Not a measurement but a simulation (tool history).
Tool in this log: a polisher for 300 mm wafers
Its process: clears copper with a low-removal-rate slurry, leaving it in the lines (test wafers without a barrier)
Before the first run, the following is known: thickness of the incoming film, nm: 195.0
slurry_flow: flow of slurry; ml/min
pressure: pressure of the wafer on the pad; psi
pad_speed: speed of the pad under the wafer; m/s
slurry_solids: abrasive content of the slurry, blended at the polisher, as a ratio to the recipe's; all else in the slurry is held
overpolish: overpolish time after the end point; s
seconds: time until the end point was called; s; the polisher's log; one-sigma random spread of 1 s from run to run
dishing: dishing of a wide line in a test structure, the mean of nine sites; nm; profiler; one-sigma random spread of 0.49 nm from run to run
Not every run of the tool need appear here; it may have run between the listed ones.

| run | day | slurry_flow | pressure | pad_speed | slurry_solids | overpolish | seconds | dishing |
|---|---|---|---|---|---|---|---|---|
| 1 | 0.000 | 170 | 2.5 | 1.04 | 1.0 | 28 | 86.239 | 42.182 |
| 2 | 0.354 | 170 | 2.8 | 1.04 | 1.0 | 28 | 77.507 | 45.612 |
| 3 | 0.679 | 170 | 2.7 | 1.04 | 1.0 | 23 | 80.671 | 39.238 |
| 4 | 0.729 | 170 | 2.6 | 1.06 | 1.0 | 19 | 81.214 | 32.610 |
| 5 | 0.904 | 170 | 2.6 | 1.06 | 1.0 | 17 | 81.791 | 29.805 |
| 6 | 1.171 | 170 | 2.6 | 1.06 | 1.0 | 16 | 80.771 | 28.218 |

Run 7, settings as shown, results not yet in. Your forecast:
| 7 | 1.504 | 170 | 2.6 | 1.06 | 1.0 | 15 | ? | ? |

seconds: 82.758 s
dishing: 27.412 nm

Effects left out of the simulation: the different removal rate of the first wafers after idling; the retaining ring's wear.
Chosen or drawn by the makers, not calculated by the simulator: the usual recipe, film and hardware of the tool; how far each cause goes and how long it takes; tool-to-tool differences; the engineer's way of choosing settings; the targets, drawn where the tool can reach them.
